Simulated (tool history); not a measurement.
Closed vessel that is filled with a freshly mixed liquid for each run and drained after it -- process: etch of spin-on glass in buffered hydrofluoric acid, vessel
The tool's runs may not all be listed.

run	day	temperature setpoint of the liquid (C)	parts of 40 % ammonium fluoride to one part of 49 % hydrofluoric acid (parts by volume)	time in the liquid (s)	thickness taken off the spin-on glass on a monitor wafer (angstrom)
1	0.000	22.0	19.5	100	1871.4
2	0.117	22.0	15.0	100	2375.2
3	0.221	24.0	15.0	100	2700.9
4	0.442	24.0	19.0	100	2140.8
5	0.738	27.0	19.0	100	2496.3
6	1.062	28.0	18.0	100	2767.1
7	1.142	28.5	17.5	100	2918.2

What does the tool deliver on the next run?
8	1.354	29.0	17.0	100	?

Run 8 gave thickness taken off the spin-on glass on a monitor wafer (angstrom) 3077.4.

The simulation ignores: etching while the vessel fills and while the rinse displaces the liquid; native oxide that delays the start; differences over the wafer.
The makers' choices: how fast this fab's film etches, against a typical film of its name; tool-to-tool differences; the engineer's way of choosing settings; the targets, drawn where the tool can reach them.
